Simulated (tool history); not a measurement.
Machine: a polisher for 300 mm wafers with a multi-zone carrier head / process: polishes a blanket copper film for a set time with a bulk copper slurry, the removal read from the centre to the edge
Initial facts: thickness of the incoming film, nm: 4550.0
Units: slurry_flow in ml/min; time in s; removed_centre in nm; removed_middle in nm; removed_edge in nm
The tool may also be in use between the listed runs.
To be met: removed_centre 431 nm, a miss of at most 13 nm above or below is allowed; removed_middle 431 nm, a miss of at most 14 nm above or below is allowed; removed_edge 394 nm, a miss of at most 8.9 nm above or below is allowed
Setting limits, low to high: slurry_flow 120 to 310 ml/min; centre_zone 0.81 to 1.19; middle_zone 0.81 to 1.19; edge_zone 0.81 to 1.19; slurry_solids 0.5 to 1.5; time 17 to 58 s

{"run": 1, "hour": 0.0, "slurry_flow": 200, "centre_zone": 1, "middle_zone": 1, "edge_zone": 1, "slurry_solids": 1, "time": 37, "removed_centre": 285.36, "removed_middle": 277.2, "removed_edge": 280.96}
{"run": 2, "hour": 2.5, "slurry_flow": 215, "centre_zone": 1.02, "middle_zone": 1.04, "edge_zone": 1.03, "slurry_solids": 1.1, "time": 38, "removed_centre": 302.99, "removed_middle": 305.66, "removed_edge": 296.45}
{"run": 3, "hour": 10.6, "slurry_flow": 215, "centre_zone": 1.02, "middle_zone": 1.04, "edge_zone": 1.03, "slurry_solids": 1.15, "time": 38, "removed_centre": 311.72, "removed_middle": 310.87, "removed_edge": 304.28}
{"run": 4, "hour": 11.5, "slurry_flow": 225, "centre_zone": 1.04, "middle_zone": 1.06, "edge_zone": 1.05, "slurry_solids": 1.2, "time": 39, "removed_centre": 324.26, "removed_middle": 328.27, "removed_edge": 317.73}
{"run": 5, "hour": 15.2, "slurry_flow": 225, "centre_zone": 1.04, "middle_zone": 1.06, "edge_zone": 1.05, "slurry_solids": 1.2, "time": 47, "removed_centre": 392.46, "removed_middle": 398.63, "removed_edge": 382.87}
{"run": 6, "hour": 17.1, "slurry_flow": 270, "centre_zone": 1.04, "middle_zone": 1.06, "edge_zone": 1.05, "slurry_solids": 1.2, "time": 47, "removed_centre": 402.25, "removed_middle": 402.13, "removed_edge": 393.07}
{"run": 7, "hour": 19.4, "slurry_flow": 270, "centre_zone": 1.05, "middle_zone": 1.07, "edge_zone": 1.05, "slurry_solids": 1.2, "time": 47, "removed_centre": 406.78, "removed_middle": 403.99, "removed_edge": 388.51}
{"run": 8, "hour": 23.6, "slurry_flow": 270, "centre_zone": 1.06, "middle_zone": 1.08, "edge_zone": 1.05, "slurry_solids": 1.2, "time": 47, "removed_centre": 407.69, "removed_middle": 410.07, "removed_edge": 392.06}
{"run": 9, "hour": 24.3, "slurry_flow": 270, "centre_zone": 1.07, "middle_zone": 1.09, "edge_zone": 1.05, "slurry_solids": 1.2, "time": 47, "removed_centre": 414.81, "removed_middle": 409.49, "removed_edge": 387.44}

Pick the move, out of 5, that brings all results within their allowed miss; only one does.
{"run": "A", "hour": 25.0, "slurry_flow": 260, "centre_zone": 1.08, "middle_zone": 1.02, "edge_zone": 1.06, "slurry_solids": 1.2, "time": 46, "removed_centre": "?", "removed_middle": "?", "removed_edge": "?"}
{"run": "B", "hour": 25.0, "slurry_flow": 260, "centre_zone": 1, "middle_zone": 1.09, "edge_zone": 1.05, "slurry_solids": 1.15, "time": 48, "removed_centre": "?", "removed_middle": "?", "removed_edge": "?"}
{"run": "C", "hour": 25.0, "slurry_flow": 300, "centre_zone": 1.09, "middle_zone": 0.96, "edge_zone": 1, "slurry_solids": 0.95, "time": 50, "removed_centre": "?", "removed_middle": "?", "removed_edge": "?"}
{"run": "D", "hour": 25.0, "slurry_flow": 280, "centre_zone": 0.98, "middle_zone": 1.01, "edge_zone": 1.08, "slurry_solids": 1.2, "time": 48, "removed_centre": "?", "removed_middle": "?", "removed_edge": "?"}
{"run": "E", "hour": 25.0, "slurry_flow": 205, "centre_zone": 1.09, "middle_zone": 1.12, "edge_zone": 1.05, "slurry_solids": 1.2, "time": 49, "removed_centre": "?", "removed_middle": "?", "removed_edge": "?"}

move=A removed_centre=411.19 removed_middle=377.16 removed_edge=376.66
move=B removed_centre=393.62 removed_middle=412.8 removed_edge=387.25
move=C removed_centre=435.58 removed_middle=375.71 removed_edge=382.81
move=D removed_centre=392.18 removed_middle=393.33 removed_edge=398.96
move=E removed_centre=429.72 removed_middle=423.92 removed_edge=391.12
A: moves away from the targets compared with the last run
B: moves away from the targets compared with the last run
C: moves away from the targets compared with the last run
D: moves away from the targets compared with the last run
E: hits every target within its allowed miss
Correct choice: E, which meets every target
